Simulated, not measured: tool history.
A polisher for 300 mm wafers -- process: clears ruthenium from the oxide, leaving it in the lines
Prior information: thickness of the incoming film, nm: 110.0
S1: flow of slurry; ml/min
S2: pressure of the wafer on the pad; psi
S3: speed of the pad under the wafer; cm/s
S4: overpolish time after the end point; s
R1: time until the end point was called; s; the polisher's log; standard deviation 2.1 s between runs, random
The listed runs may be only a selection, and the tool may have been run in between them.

run 1 hour=0 | S1=150 S2=2 S3=78 S4=29 | R1=156.93
run 2 hour=8.4 | S1=150 S2=2.3 S3=78 S4=29 | R1=138.2
run 3 hour=14.7 | S1=150 S2=1.9 S3=78 S4=29 | R1=160.19
run 4 hour=21.7 | S1=150 S2=2.1 S3=80 S4=29 | R1=149.13
run 5 hour=27.2 | S1=150 S2=2.3 S3=80 S4=29 | R1=133.74
run 6 hour=34.1 | S1=150 S2=2.4 S3=80 S4=29 | R1=131.69
run 7 hour=39.3 | S1=150 S2=2.5 S3=80 S4=29 | R1=128.54
run 8 hour=47.6 | S1=150 S2=2.6 S3=80 S4=29 | R1=126.09

What does the tool deliver on the next run?
run 9 hour=49.9 | S1=150 S2=2.7 S3=82 S4=29 | R1=?

{"run 9": {"R1": 116.68}}

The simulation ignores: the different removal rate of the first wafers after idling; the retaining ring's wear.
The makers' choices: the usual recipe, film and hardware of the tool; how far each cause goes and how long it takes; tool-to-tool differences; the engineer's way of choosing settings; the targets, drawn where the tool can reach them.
